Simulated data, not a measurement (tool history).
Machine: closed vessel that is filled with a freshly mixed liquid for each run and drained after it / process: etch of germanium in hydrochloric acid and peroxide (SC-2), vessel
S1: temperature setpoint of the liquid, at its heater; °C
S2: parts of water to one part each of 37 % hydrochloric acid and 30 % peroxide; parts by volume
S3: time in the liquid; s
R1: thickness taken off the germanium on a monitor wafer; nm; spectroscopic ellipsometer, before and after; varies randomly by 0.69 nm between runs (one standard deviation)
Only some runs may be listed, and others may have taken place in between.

run 1 day=0.000 | S1=49 S2=10.5 S3=35 | R1=77.796
run 2 day=0.350 | S1=49 S2=12.0 S3=35 | R1=76.144
run 3 day=0.642 | S1=49 S2=12.0 S3=35 | R1=76.483
run 4 day=0.912 | S1=49 S2=12.0 S3=30 | R1=65.657
run 5 day=0.979 | S1=53 S2=11.0 S3=30 | R1=74.801
run 6 day=1.325 | S1=56 S2=9.0 S3=30 | R1=83.424

The next listed run, before its measurement:
run 7 day=1.479 | S1=64 S2=6.5 S3=35 | R1=?

Logged for run 7: R1 125.660 nm.
